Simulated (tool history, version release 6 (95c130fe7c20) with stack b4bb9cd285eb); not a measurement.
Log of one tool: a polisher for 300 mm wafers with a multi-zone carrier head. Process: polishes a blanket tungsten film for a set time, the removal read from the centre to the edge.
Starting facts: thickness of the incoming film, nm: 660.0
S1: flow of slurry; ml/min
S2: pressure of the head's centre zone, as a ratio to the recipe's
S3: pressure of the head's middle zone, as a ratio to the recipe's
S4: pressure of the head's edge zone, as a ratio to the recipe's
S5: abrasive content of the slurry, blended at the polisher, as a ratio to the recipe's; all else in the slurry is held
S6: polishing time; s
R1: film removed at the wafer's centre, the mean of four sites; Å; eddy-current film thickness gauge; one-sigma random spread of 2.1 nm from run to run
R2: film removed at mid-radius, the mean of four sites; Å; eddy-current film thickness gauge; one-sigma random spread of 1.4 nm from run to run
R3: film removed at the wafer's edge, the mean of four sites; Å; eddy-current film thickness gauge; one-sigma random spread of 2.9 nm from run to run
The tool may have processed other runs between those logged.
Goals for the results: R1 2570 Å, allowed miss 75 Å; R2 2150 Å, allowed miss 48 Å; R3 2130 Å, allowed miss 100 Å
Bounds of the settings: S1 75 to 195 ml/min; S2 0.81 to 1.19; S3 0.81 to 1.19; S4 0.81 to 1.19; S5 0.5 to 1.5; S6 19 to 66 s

| run | hour | S1 | S2 | S3 | S4 | S5 | S6 | R1 | R2 | R3 |
|---|---|---|---|---|---|---|---|---|---|---|
| 1 | 0 | 125 | 1 | 1 | 1 | 1 | 42 | 2918.8 | 2783.8 | 2786.3 |
| 2 | 4.9 | 120 | 1.01 | 0.99 | 0.97 | 0.9 | 42 | 2853.6 | 2652.1 | 2670.3 |
| 3 | 7.2 | 120 | 1.01 | 0.92 | 0.97 | 0.9 | 42 | 2858.1 | 2504.8 | 2680.3 |
| 4 | 14.4 | 120 | 1.01 | 0.92 | 0.97 | 1 | 42 | 2877.5 | 2554.8 | 2656.7 |
| 5 | 22.6 | 120 | 1.01 | 0.92 | 0.97 | 1 | 48 | 3251 | 2921.7 | 3046 |
| 6 | 30.8 | 150 | 1.01 | 0.92 | 0.97 | 1 | 48 | 3454.1 | 3072.6 | 3209.8 |
| 7 | 33.9 | 140 | 1.02 | 0.92 | 0.94 | 0.9 | 47 | 3361.8 | 2927.5 | 3024.5 |
| 8 | 42.5 | 115 | 1.01 | 0.89 | 0.84 | 0.65 | 37 | 2339.7 | 1999.1 | 2073.3 |
| 9 | 48.4 | 120 | 1.01 | 0.89 | 0.84 | 0.65 | 37 | 2346.6 | 2020.8 | 2121 |
| 10 | 49.3 | 125 | 1.02 | 0.9 | 0.84 | 0.65 | 37 | 2377.5 | 2056.7 | 2103.5 |
| 11 | 56.1 | 130 | 1.03 | 0.9 | 0.84 | 0.65 | 37 | 2424.1 | 2075.9 | 2131.6 |

4 next moves are on the table. One of them brings every result within its allowed miss. Which?
| A | 62.9 | 110 | 1.13 | 0.92 | 0.81 | 0.65 | 39 | ? | ? | ? |
| B | 62.9 | 125 | 1.06 | 0.98 | 0.81 | 0.65 | 38 | ? | ? | ? |
| C | 62.9 | 155 | 0.97 | 0.83 | 0.85 | 0.7 | 39 | ? | ? | ? |
| D | 62.9 | 125 | 1.09 | 0.95 | 0.87 | 0.75 | 36 | ? | ? | ? |

| move | R1 | R2 | R3 |
|---|---|---|---|
| A | 2685.6 | 2132.4 | 2138.4 |
| B | 2566.4 | 2267.4 | 2131.8 |
| C | 2591.9 | 2153.1 | 2337.7 |
| D | 2555.8 | 2144 | 2127 |
A: the result that was furthest off in the last run now lies on the other side of its target
B: corrects the largest miss of the last run, while another result sits out of spec
C: corrects the largest miss of the last run, while another result sits out of spec
D: every result lands within tolerance
Answer: D
